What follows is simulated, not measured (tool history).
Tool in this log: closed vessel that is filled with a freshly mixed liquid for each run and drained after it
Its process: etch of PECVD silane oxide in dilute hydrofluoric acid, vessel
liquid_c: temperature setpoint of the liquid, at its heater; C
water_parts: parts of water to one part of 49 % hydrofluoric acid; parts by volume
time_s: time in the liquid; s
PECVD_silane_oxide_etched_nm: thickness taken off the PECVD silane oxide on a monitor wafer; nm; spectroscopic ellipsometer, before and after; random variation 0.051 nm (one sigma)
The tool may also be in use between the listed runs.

run	hour	liquid_c	water_parts	time_s	PECVD_silane_oxide_etched_nm
1	0.0	20	160	70	18.511
2	7.2	20	160	50	13.194
3	15.2	20	135	50	16.203
4	17.0	20	85	50	27.084
5	22.7	20	85	50	26.798
6	29.5	20	85	70	37.830

Run 7 comes next. What will it give?
7	33.6	19	120	70	?

{"run 7": {"PECVD_silane_oxide_etched_nm": 24.723}}

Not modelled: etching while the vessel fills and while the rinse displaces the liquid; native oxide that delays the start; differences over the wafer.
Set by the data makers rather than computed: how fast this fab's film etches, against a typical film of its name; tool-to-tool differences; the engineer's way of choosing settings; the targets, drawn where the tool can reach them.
